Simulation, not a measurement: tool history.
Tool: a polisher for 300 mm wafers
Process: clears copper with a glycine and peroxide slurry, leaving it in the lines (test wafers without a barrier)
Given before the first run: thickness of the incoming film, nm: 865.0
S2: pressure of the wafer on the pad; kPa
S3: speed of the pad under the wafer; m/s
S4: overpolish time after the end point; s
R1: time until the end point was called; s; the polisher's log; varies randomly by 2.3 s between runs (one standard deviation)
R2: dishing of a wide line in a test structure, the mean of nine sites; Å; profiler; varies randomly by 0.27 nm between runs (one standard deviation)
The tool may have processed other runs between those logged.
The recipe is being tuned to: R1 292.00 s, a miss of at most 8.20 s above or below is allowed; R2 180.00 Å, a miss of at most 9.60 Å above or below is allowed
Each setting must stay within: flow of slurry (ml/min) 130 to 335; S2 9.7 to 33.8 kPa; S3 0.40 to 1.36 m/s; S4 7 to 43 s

{"run": 1, "day": 0.0, "flow of slurry (ml/min)": 215, "S2": 21.4, "S3": 0.88, "S4": 22, "R1": 202.04, "R2": 626.29}
{"run": 2, "day": 0.267, "flow of slurry (ml/min)": 215, "S2": 23.4, "S3": 0.88, "S4": 22, "R1": 192.05, "R2": 639.01}
{"run": 3, "day": 0.575, "flow of slurry (ml/min)": 195, "S2": 23.4, "S3": 0.76, "S4": 18, "R1": 210.42, "R2": 512.06}
{"run": 4, "day": 0.779, "flow of slurry (ml/min)": 235, "S2": 23.4, "S3": 0.76, "S4": 18, "R1": 202.6, "R2": 523.34}
{"run": 5, "day": 0.862, "flow of slurry (ml/min)": 235, "S2": 23.4, "S3": 0.76, "S4": 14, "R1": 201.99, "R2": 420.32}
{"run": 6, "day": 1.225, "flow of slurry (ml/min)": 210, "S2": 23.4, "S3": 0.76, "S4": 14, "R1": 206.54, "R2": 426.96}
{"run": 7, "day": 1.446, "flow of slurry (ml/min)": 240, "S2": 20.0, "S3": 0.76, "S4": 12, "R1": 227.96, "R2": 334.03}
{"run": 8, "day": 1.583, "flow of slurry (ml/min)": 240, "S2": 20.0, "S3": 0.76, "S4": 12, "R1": 227.19, "R2": 333.49}
{"run": 9, "day": 1.879, "flow of slurry (ml/min)": 180, "S2": 13.8, "S3": 0.92, "S4": 7, "R1": 265.39, "R2": 172.47}
{"run": 10, "day": 1.942, "flow of slurry (ml/min)": 170, "S2": 13.8, "S3": 0.9, "S4": 8, "R1": 272.09, "R2": 188.74}
{"run": 11, "day": 2.167, "flow of slurry (ml/min)": 165, "S2": 13.8, "S3": 0.9, "S4": 8, "R1": 273.17, "R2": 194.81}

Which of these 4 next moves meets every target?
{"run": "A", "day": 2.392, "flow of slurry (ml/min)": 200, "S2": 12.4, "S3": 0.88, "S4": 8, "R1": "?", "R2": "?"}
{"run": "B", "day": 2.392, "flow of slurry (ml/min)": 185, "S2": 13.1, "S3": 0.98, "S4": 7, "R1": "?", "R2": "?"}
{"run": "C", "day": 2.392, "flow of slurry (ml/min)": 180, "S2": 15.2, "S3": 0.82, "S4": 7, "R1": "?", "R2": "?"}
{"run": "D", "day": 2.392, "flow of slurry (ml/min)": 130, "S2": 11.7, "S3": 1.06, "S4": 9, "R1": "?", "R2": "?"}

move=A R1=292.82 R2=177.38
move=B R1=271.42 R2=167.91
move=C R1=269.94 R2=169.15
move=D R1=287.28 R2=201.22
A: hits every target within its allowed miss
B: its largest miss is bigger than the last run's
C: its largest miss is bigger than the last run's
D: brings the result that was furthest off to its target, and leaves another outside
The right move is A.

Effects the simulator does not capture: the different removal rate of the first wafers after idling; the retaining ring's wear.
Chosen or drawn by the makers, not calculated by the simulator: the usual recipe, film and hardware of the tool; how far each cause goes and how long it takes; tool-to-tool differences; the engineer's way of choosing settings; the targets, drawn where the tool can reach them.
